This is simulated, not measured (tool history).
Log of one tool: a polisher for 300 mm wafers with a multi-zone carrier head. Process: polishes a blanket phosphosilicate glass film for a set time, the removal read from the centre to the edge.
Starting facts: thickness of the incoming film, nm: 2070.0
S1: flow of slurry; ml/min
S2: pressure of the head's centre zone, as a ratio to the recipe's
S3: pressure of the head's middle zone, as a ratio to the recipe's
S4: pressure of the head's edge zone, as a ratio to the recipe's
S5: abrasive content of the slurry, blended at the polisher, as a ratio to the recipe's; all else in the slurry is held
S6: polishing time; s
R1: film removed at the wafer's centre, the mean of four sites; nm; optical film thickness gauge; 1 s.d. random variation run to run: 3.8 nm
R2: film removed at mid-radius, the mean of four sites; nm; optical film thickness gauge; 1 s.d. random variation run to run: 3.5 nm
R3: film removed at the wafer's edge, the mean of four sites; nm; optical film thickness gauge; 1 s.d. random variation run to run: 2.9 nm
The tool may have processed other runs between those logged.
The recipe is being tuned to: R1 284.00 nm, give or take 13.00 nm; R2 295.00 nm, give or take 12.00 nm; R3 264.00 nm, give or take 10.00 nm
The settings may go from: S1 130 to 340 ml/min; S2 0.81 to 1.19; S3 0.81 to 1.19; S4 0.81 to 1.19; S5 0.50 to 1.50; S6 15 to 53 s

run	hour	S1	S2	S3	S4	S5	S6	R1	R2	R3
1	0.0	220	1.00	1.00	1.00	1.00	34	375.40	358.98	389.14
2	2.9	220	1.00	1.00	1.00	1.10	34	387.73	382.35	405.53
3	11.5	220	1.00	1.05	1.00	1.10	34	396.31	397.26	395.16
4	18.5	220	0.99	1.08	0.97	0.95	33	348.63	367.66	351.99
5	22.0	220	0.99	1.01	0.97	0.95	33	355.96	359.71	358.19
6	31.0	220	0.99	1.01	0.97	0.80	33	318.11	317.14	323.64
7	38.4	215	0.99	1.02	0.94	0.75	33	306.87	305.60	309.57
8	40.4	210	0.99	1.04	0.90	0.70	33	300.31	303.54	293.02
9	45.1	205	0.99	1.05	0.88	0.70	33	296.00	302.67	284.64
10	48.5	200	0.99	1.05	0.86	0.70	33	284.96	298.65	291.92
11	53.2	200	0.99	1.05	0.86	0.70	33	293.64	303.81	287.79
12	56.0	190	1.02	1.09	0.81	0.55	33	253.18	261.01	236.43
13	59.7	210	1.01	1.09	0.83	0.55	33	253.59	266.18	246.94

Exactly one of the 4 candidate moves below puts every result within its allowed miss. Which one?
A	63.4	215	1.19	0.92	0.90	0.50	36	?	?	?
B	63.4	300	0.97	0.92	0.99	0.55	29	?	?	?
C	63.4	130	1.08	1.14	0.84	0.60	36	?	?	?
D	63.4	190	1.17	1.07	0.87	0.50	32	?	?	?

move	R1	R2	R3
A	305.26	242.23	252.63
B	233.88	218.32	233.27
C	286.64	294.88	259.91
D	261.75	237.21	218.13
A: its largest miss is bigger than the last run's
B: its largest miss is bigger than the last run's
C: all results land within tolerance of their targets
D: its largest miss is bigger than the last run's
C meets every target.
